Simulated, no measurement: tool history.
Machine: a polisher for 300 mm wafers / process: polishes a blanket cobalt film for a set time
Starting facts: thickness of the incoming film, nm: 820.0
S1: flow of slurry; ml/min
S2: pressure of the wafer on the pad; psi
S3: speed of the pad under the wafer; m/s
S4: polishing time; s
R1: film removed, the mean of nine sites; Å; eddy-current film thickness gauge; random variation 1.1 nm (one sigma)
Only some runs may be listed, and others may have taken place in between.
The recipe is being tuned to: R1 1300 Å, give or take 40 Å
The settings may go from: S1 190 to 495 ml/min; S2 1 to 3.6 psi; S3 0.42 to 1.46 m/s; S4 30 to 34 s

Run 1, day 0: S1 320 ml/min, S2 2.3 psi, S3 0.94 m/s, S4 34 s. Result: R1 1577.7 Å.
Run 2, day 0.35: S1 320 ml/min, S2 2.2 psi, S3 0.94 m/s, S4 34 s. Result: R1 1509.1 Å.
Run 3, day 0.375: S1 320 ml/min, S2 2.2 psi, S3 1.16 m/s, S4 34 s. Result: R1 1770.1 Å.
Run 4, day 0.588: S1 350 ml/min, S2 2.2 psi, S3 1.16 m/s, S4 34 s. Result: R1 1799.9 Å.
Run 5, day 0.804: S1 350 ml/min, S2 2.2 psi, S3 1.16 m/s, S4 34 s. Result: R1 1770.9 Å.
Run 6, day 0.921: S1 350 ml/min, S2 2.2 psi, S3 1.38 m/s, S4 34 s. Result: R1 2064.4 Å.
Run 7, day 1.112: S1 350 ml/min, S2 1.9 psi, S3 1.38 m/s, S4 34 s. Result: R1 1772.1 Å.
Run 8, day 1.321: S1 350 ml/min, S2 1.7 psi, S3 1.38 m/s, S4 34 s. Result: R1 1596.1 Å.
Run 9, day 1.558: S1 350 ml/min, S2 1.6 psi, S3 1.38 m/s, S4 34 s. Result: R1 1486.4 Å.
Run 10, day 1.862: S1 350 ml/min, S2 1.5 psi, S3 1.38 m/s, S4 34 s. Result: R1 1382.1 Å.

Below are 4 possible settings for the next run. Only one of them brings all results inside the allowed miss of their targets. Which is it?
Run A, day 2.167: S1 310 ml/min, S2 1.5 psi, S3 1.26 m/s, S4 34 s. Result: R1 ?.
Run B, day 2.167: S1 275 ml/min, S2 1.7 psi, S3 1.44 m/s, S4 30 s. Result: R1 ?.
Run C, day 2.167: S1 280 ml/min, S2 1.7 psi, S3 1.3 m/s, S4 33 s. Result: R1 ?.
Run D, day 2.167: S1 305 ml/min, S2 1.7 psi, S3 1.44 m/s, S4 30 s. Result: R1 ?.

move      R1
   A  1264.4
   B  1378.8
   C  1404.6
   D  1390.8
A: in spec on every target
B: just as far off the targets as the last run
C: further off than the last run
D: further off than the last run
A is the move that brings every result within its allowed miss.
